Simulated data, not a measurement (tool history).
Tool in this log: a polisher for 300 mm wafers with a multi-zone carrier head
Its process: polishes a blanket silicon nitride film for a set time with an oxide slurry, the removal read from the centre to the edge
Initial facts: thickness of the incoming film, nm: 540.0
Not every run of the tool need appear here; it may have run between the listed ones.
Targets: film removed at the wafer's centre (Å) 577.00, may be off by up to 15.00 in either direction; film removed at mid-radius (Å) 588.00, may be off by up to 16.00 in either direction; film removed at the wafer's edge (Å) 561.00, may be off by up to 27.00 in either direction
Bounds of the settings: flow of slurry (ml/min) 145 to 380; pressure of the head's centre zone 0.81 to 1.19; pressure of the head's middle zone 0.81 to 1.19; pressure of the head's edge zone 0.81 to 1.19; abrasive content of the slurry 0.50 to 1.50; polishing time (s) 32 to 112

| run | hour | flow of slurry (ml/min) | pressure of the head's centre zone | pressure of the head's middle zone | pressure of the head's edge zone | abrasive content of the slurry | polishing time (s) | film removed at the wafer's centre (Å) | film removed at mid-radius (Å) | film removed at the wafer's edge (Å) |
|---|---|---|---|---|---|---|---|---|---|---|
| 1 | 0.0 | 245 | 1.00 | 1.00 | 1.00 | 1.00 | 72 | 515.98 | 505.87 | 516.77 |
| 2 | 6.4 | 245 | 1.00 | 1.00 | 1.00 | 0.90 | 72 | 499.16 | 483.86 | 500.62 |
| 3 | 10.2 | 245 | 1.00 | 1.00 | 1.00 | 0.90 | 83 | 563.63 | 556.58 | 579.67 |
| 4 | 10.9 | 250 | 1.00 | 1.01 | 0.99 | 0.90 | 83 | 567.97 | 558.77 | 567.86 |
| 5 | 13.4 | 210 | 1.00 | 1.01 | 0.99 | 0.90 | 83 | 557.05 | 546.32 | 560.63 |
| 6 | 16.5 | 210 | 1.07 | 1.01 | 0.99 | 0.90 | 83 | 596.53 | 546.02 | 545.16 |
| 7 | 25.0 | 215 | 1.06 | 1.02 | 0.99 | 0.90 | 83 | 594.26 | 554.13 | 562.52 |
| 8 | 30.5 | 220 | 1.05 | 1.03 | 0.98 | 0.90 | 83 | 589.32 | 561.43 | 560.28 |
| 9 | 34.5 | 220 | 1.05 | 1.04 | 0.97 | 0.90 | 83 | 589.95 | 557.77 | 553.03 |
| 10 | 36.9 | 225 | 1.04 | 1.05 | 0.97 | 0.90 | 83 | 591.94 | 565.22 | 567.23 |

4 candidate next runs follow, results not yet known. Just one meets every target within its allowed miss. Identify it.
| A | 39.3 | 225 | 1.07 | 1.04 | 0.97 | 0.95 | 81 | ? | ? | ? |
| B | 39.3 | 160 | 1.10 | 1.01 | 0.88 | 0.80 | 90 | ? | ? | ? |
| C | 39.3 | 265 | 1.01 | 1.06 | 0.98 | 0.80 | 87 | ? | ? | ? |
| D | 39.3 | 160 | 1.02 | 0.96 | 0.89 | 1.00 | 87 | ? | ? | ? |

| move | film removed at the wafer's centre (Å) | film removed at mid-radius (Å) | film removed at the wafer's edge (Å) |
|---|---|---|---|
| A | 603.25 | 564.82 | 563.80 |
| B | 619.46 | 555.61 | 545.41 |
| C | 580.26 | 582.30 | 574.36 |
| D | 606.08 | 567.86 | 579.23 |
A: its largest miss is bigger than the last run's
B: its largest miss is bigger than the last run's
C: every result lands within tolerance
D: its largest miss is bigger than the last run's
The move that meets every target is C.

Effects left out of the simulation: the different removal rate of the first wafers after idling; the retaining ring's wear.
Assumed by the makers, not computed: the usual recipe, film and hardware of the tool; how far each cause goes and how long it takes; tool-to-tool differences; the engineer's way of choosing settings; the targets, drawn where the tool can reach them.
